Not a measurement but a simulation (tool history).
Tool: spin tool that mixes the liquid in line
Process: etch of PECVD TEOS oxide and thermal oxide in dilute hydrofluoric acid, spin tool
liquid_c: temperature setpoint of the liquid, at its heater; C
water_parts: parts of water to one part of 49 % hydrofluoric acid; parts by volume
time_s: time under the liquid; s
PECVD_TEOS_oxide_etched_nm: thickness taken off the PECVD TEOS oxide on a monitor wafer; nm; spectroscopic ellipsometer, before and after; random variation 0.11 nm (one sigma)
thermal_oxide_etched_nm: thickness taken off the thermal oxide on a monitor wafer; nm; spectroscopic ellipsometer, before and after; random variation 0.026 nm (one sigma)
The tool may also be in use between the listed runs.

| run | hour | liquid_c | water_parts | time_s | PECVD_TEOS_oxide_etched_nm | thermal_oxide_etched_nm |
|---|---|---|---|---|---|---|
| 1 | 0.0 | 21.0 | 165 | 180 | 9.2122 | 4.1843 |
| 2 | 2.4 | 21.0 | 190 | 180 | 7.9947 | 3.5712 |
| 3 | 5.5 | 22.5 | 190 | 180 | 8.4414 | 3.7600 |
| 4 | 9.6 | 24.0 | 185 | 180 | 8.9351 | 4.0797 |
| 5 | 18.2 | 24.5 | 180 | 180 | 9.5391 | 4.3420 |
| 6 | 27.1 | 24.5 | 145 | 180 | 12.4800 | 5.5620 |
| 7 | 27.9 | 24.0 | 145 | 180 | 12.1730 | 5.4672 |

Forecast run 8:
| 8 | 36.5 | 23.5 | 145 | 180 | ? | ? |

{"run 8": {"PECVD_TEOS_oxide_etched_nm": 11.668, "thermal_oxide_etched_nm": 5.3834}}

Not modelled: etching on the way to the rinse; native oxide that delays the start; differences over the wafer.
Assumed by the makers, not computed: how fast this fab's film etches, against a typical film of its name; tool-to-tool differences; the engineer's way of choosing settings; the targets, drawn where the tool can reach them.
